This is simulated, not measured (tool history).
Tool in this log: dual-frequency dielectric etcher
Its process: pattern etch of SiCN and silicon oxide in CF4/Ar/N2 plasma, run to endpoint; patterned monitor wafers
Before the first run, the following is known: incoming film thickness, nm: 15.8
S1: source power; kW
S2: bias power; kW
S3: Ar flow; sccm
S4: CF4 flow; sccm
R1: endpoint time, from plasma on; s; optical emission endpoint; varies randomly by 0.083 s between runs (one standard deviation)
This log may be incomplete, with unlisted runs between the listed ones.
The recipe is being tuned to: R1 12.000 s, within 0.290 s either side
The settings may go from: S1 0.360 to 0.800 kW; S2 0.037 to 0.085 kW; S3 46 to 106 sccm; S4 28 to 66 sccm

run   hour     S1     S2  S3  S4      R1
  1    0.0  0.580  0.061  76  47  15.746
  2    7.8  0.610  0.061  76  47  15.187
  3   16.7  0.610  0.061  76  39  15.619
  4   24.7  0.640  0.061  76  39  14.974
      31.8  -- source power generator calibrated
  5   31.8  0.640  0.061  76  47  14.325
  6   38.0  0.640  0.061  64  47  13.830
  7   45.7  0.660  0.061  64  47  13.664
  8   50.2  0.680  0.061  64  47  13.466
  9   58.3  0.700  0.061  64  47  12.991
 10   64.3  0.710  0.061  64  47  13.051
 11   73.2  0.720  0.061  64  47  12.870
 12   79.0  0.730  0.061  64  47  12.804
 13   85.4  0.740  0.061  64  47  12.734
 14   93.3  0.750  0.061  64  47  12.693
 15  101.7  0.760  0.062  64  47  12.595

Exactly one of the 5 candidate moves below puts every result within its allowed miss. Which one?
  A  110.1  0.760  0.073  66  48   ?
  B  110.1  0.790  0.049  67  48   ?
  C  110.1  0.740  0.066  69  50   ?
  D  110.1  0.800  0.074  66  46   ?
  E  110.1  0.720  0.069  64  42   ?

move      R1
   A  11.919
   B  12.819
   C  12.457
   D  11.530
   E  12.757
A: in spec on every target
B: further off than the last run
C: better than the last run, though not everything is in spec
D: carries the result that was furthest off beyond its target, to the other side
E: further off than the last run
So the answer is move A, the one that meets all the targets.

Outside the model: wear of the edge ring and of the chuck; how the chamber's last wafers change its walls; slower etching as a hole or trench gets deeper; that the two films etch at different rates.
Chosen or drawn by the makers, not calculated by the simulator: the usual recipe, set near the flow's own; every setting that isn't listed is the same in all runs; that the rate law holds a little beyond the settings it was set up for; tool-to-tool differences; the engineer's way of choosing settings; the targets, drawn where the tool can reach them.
